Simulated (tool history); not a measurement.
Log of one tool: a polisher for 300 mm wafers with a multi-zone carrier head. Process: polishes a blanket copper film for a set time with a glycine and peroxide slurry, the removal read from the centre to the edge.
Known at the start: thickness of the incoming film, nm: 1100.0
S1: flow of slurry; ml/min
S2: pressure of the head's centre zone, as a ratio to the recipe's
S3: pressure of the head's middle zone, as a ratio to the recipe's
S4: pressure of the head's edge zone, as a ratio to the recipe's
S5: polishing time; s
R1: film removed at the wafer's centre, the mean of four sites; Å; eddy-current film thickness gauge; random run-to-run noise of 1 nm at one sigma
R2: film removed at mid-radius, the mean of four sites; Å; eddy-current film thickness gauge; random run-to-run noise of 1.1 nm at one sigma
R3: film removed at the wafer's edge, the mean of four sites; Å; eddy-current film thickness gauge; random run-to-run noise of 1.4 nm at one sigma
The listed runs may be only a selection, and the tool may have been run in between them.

run	hour	S1	S2	S3	S4	S5	R1	R2	R3
1	0	235	1	1	1	50	1874.6	1878.7	1949.5
2	0.7	235	1	1	1	38	1382.3	1440.3	1480.5
3	7.4	235	1	1	1	33	1209.5	1226.1	1237.3
4	15.7	235	1.07	1	1	33	1300.1	1267.6	1277.3
5	18.9	235	0.98	1	1	33	1182.5	1236.4	1253
6	22.3	255	0.98	1	1	33	1190.6	1269	1269.2
7	23.8	250	0.95	0.98	1.01	31	1100.1	1150.6	1201.3
8	30.4	250	0.95	0.98	1.01	31	1122.5	1160.9	1193.2

What will run 9 give?
9	33	235	0.92	0.98	1.04	30	?	?	?

R1: 1042.9 Å
R2: 1111.8 Å
R3: 1203.5 Å
